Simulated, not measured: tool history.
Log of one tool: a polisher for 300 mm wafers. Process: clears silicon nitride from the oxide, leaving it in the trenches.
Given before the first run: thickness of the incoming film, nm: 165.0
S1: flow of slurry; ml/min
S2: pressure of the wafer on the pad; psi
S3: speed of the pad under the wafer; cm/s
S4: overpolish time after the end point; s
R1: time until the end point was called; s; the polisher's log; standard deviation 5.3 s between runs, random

Run 1, hour 0: S1 135 ml/min, S2 2.4 psi, S3 128 cm/s, S4 11 s. Result: R1 187.38 s.
Run 2, hour 2.3: S1 135 ml/min, S2 2.2 psi, S3 128 cm/s, S4 11 s. Result: R1 203.85 s.
Run 3, hour 6.7: S1 135 ml/min, S2 2.1 psi, S3 126 cm/s, S4 11 s. Result: R1 216.17 s.
Run 4, hour 8.6: S1 135 ml/min, S2 2.3 psi, S3 126 cm/s, S4 11 s. Result: R1 197.02 s.
Run 5, hour 15.6: S1 135 ml/min, S2 2.2 psi, S3 124 cm/s, S4 11 s. Result: R1 208.44 s.
Run 6, hour 20: S1 135 ml/min, S2 2.2 psi, S3 152 cm/s, S4 11 s. Result: R1 170.45 s.

The next listed run, before its measurement:
Run 7, hour 22.9: S1 135 ml/min, S2 2 psi, S3 150 cm/s, S4 11 s. Result: R1 ?.

Run 7 yielded R1 187.5 s.

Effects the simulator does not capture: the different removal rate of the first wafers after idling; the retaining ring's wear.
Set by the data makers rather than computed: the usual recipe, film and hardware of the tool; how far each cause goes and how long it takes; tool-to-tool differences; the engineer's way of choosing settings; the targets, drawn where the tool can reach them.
